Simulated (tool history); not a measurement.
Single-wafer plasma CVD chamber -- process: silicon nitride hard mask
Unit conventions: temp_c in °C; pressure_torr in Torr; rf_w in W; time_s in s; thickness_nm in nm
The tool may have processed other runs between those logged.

run	day	temp_c	pressure_torr	rf_w	time_s	thickness_nm
1	0.000	395	1.28	265	40	39.752
2	0.321	395	1.34	270	40	41.010
3	0.454	391	1.34	270	40	41.070
4	0.788	391	1.39	270	40	41.487
5	1.158	391	1.39	270	40	41.435
6	1.521	399	1.39	270	40	41.292
7	1.550	399	1.44	275	40	42.618
8	1.575	399	1.48	275	40	42.912
9	1.629	399	1.51	275	40	43.292
10	1.742	399	1.54	275	40	43.428
11	1.825	399	1.57	275	40	43.736
12	1.925	399	1.59	275	40	43.906
13	2.038	399	1.61	275	40	44.239
14	2.088	399	1.63	275	40	44.337

The next listed run, before its measurement:
15	2.350	399	1.65	275	40	?

{"run 15": {"thickness_nm": 44.505}}
